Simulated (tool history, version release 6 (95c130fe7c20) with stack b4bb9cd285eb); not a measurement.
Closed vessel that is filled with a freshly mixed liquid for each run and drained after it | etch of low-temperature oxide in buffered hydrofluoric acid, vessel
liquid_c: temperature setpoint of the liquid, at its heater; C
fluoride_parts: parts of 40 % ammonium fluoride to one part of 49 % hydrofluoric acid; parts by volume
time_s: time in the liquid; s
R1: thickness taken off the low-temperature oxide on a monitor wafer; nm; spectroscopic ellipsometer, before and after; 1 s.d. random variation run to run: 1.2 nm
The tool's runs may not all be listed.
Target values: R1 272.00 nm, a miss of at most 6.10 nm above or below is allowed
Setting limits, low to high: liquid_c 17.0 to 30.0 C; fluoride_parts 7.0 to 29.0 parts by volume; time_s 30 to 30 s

Run 1, hour 0.0: liquid_c 22.0 C, fluoride_parts 18.0 parts by volume, time_s 30 s. Result: R1 104.55 nm.
Run 2, hour 8.3: liquid_c 24.5 C, fluoride_parts 18.0 parts by volume, time_s 30 s. Result: R1 119.64 nm.
Run 3, hour 13.7: liquid_c 25.5 C, fluoride_parts 16.0 parts by volume, time_s 30 s. Result: R1 141.19 nm.
Run 4, hour 21.9: liquid_c 25.5 C, fluoride_parts 16.0 parts by volume, time_s 30 s. Result: R1 142.15 nm.
Run 5, hour 29.6: liquid_c 25.5 C, fluoride_parts 16.0 parts by volume, time_s 30 s. Result: R1 140.82 nm.
Run 6, hour 34.9: liquid_c 26.5 C, fluoride_parts 14.5 parts by volume, time_s 30 s. Result: R1 164.54 nm.
Run 7, hour 42.4: liquid_c 30.0 C, fluoride_parts 9.0 parts by volume, time_s 30 s. Result: R1 315.81 nm.
Run 8, hour 47.3: liquid_c 29.5 C, fluoride_parts 9.0 parts by volume, time_s 30 s. Result: R1 309.65 nm.
Run 9, hour 49.4: liquid_c 29.0 C, fluoride_parts 9.0 parts by volume, time_s 30 s. Result: R1 300.23 nm.
Run 10, hour 56.7: liquid_c 28.5 C, fluoride_parts 9.0 parts by volume, time_s 30 s. Result: R1 290.28 nm.
At hour 58.4: hydrofluoric acid flow meter replaced.
Run 11, hour 58.4: liquid_c 28.0 C, fluoride_parts 9.0 parts by volume, time_s 30 s. Result: R1 306.64 nm.
Run 12, hour 66.5: liquid_c 27.0 C, fluoride_parts 9.0 parts by volume, time_s 30 s. Result: R1 291.60 nm.

Next run, 4 choices. One meets every target within its allowed miss, the rest don't. Which?
Run A, hour 74.6: liquid_c 28.0 C, fluoride_parts 10.5 parts by volume, time_s 30 s. Result: R1 ?.
Run B, hour 74.6: liquid_c 25.5 C, fluoride_parts 9.5 parts by volume, time_s 30 s. Result: R1 ?.
Run C, hour 74.6: liquid_c 23.0 C, fluoride_parts 7.5 parts by volume, time_s 30 s. Result: R1 ?.
Run D, hour 74.6: liquid_c 26.5 C, fluoride_parts 10.5 parts by volume, time_s 30 s. Result: R1 ?.

move      R1
   A  273.88
   B  259.44
   C  285.44
   D  252.80
A: each result inside its tolerance
B: pushes the last run's worst result past its target
C: better than the last run, though not everything is in spec
D: pushes the last run's worst result past its target
A meets every target.

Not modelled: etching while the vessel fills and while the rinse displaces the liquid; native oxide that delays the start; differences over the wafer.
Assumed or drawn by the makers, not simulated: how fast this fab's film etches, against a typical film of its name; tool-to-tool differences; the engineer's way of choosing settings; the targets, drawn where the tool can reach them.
